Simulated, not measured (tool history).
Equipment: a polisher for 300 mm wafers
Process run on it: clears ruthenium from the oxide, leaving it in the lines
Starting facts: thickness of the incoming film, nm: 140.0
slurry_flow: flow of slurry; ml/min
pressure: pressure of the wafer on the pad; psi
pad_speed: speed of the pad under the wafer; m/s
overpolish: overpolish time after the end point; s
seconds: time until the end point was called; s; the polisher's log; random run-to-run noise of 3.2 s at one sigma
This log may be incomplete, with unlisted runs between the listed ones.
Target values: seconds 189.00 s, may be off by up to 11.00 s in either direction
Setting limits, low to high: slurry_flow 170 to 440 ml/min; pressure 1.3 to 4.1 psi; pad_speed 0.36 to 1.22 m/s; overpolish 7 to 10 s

run    day  slurry_flow  pressure  pad_speed  overpolish  seconds
  1  0.000          280       2.7       0.78          10   110.91
  2  0.150          280       2.7       0.78          10   109.98
  3  0.525          280       2.7       0.78          10   111.65
  4  0.792          280       2.4       0.76          10   127.32
  5  1.133          280       2.4       0.76           7   126.84
  6  1.421          230       2.4       0.76           7   127.57
  7  1.462          230       2.2       0.76           7   136.44
  8  1.750          230       2.0       0.76           7   148.24
  9  1.971          230       1.9       0.76           7   150.27
 10  2.021          230       1.8       0.74           7   156.35
 11  2.200          230       1.8       0.74           7   162.33
 12  2.229          230       1.7       0.74           7   171.72
 13  2.296          230       1.6       0.74           7   178.95

Which of these 5 next moves meets every target?
  A  2.362          225       2.1       0.64           8        ?
  B  2.362          170       1.6       0.82          10        ?
  C  2.362          185       2.3       0.64           7        ?
  D  2.362          210       1.6       0.72           8        ?
  E  2.362          250       1.4       0.96           7        ?

move  seconds
   A   168.89
   B   169.99
   C   162.29
   D   186.03
   E   150.79
A: moves away from the targets compared with the last run
B: moves away from the targets compared with the last run
C: moves away from the targets compared with the last run
D: in spec on every target
E: moves away from the targets compared with the last run
Correct choice: D, which meets every target
